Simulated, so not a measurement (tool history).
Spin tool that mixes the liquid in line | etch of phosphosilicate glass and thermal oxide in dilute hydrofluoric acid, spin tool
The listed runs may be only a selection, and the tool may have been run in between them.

run  hour  temperature setpoint of the liquid (°C)  parts of water to one part of 49 % hydrofluoric acid (parts by volume)  time under the liquid (s)  thickness taken off the phosphosilicate glass on a monitor wafer (nm)  thickness taken off the thermal oxide on a monitor wafer (nm)
  1     0                                       23                                                                      40                         30                                                                 154.44                                                         3.2406
  2   5.1                                       25                                                                      40                         30                                                                  167.4                                                         3.5709
  3   7.4                                       26                                                                      40                         30                                                                 177.76                                                         3.7128
  4  10.6                                       26                                                                      25                         30                                                                  287.9                                                         5.9971
  5  17.1                                       25                                                                      25                         30                                                                 275.42                                                         5.7878
  6  26.1                                     24.5                                                                      25                         30                                                                 269.19                                                         5.7187
  7  26.8                                       24                                                                      25                         30                                                                 265.28                                                         5.5294

Forecast run 8:
  8  32.8                                     23.5                                                                      25                         30                                                                      ?                                                              ?

thickness taken off the phosphosilicate glass on a monitor wafer (nm): 259.73
thickness taken off the thermal oxide on a monitor wafer (nm): 5.4694
